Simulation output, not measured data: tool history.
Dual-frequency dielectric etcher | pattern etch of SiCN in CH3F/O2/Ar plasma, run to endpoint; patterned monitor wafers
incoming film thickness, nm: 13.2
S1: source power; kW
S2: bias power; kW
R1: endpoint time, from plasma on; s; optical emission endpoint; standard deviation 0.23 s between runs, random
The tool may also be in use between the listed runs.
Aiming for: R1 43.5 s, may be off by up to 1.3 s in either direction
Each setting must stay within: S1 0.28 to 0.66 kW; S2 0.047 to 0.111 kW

run	hour	S1	S2	R1
1	0	0.47	0.079	34.793
2	6.1	0.47	0.074	35.898
3	9.6	0.44	0.072	37.257
4	16.8	0.42	0.071	37.39
5	23.4	0.4	0.068	38.508
6	32	0.4	0.075	36.838
7	37.7	0.39	0.071	38.19
8	40.3	0.38	0.068	39.27

4 candidate next runs follow, results not yet known. Just one meets every target within its allowed miss. Identify it.
A	42.9	0.28	0.054	?
B	42.9	0.31	0.047	?
C	42.9	0.28	0.061	?
D	42.9	0.31	0.053	?

move	R1
A	45.722
B	47.591
C	43.372
D	45.197
A: carries the result that was furthest off beyond its target, to the other side
B: carries the result that was furthest off beyond its target, to the other side
C: every result lands within tolerance
D: carries the result that was furthest off beyond its target, to the other side
Answer: C
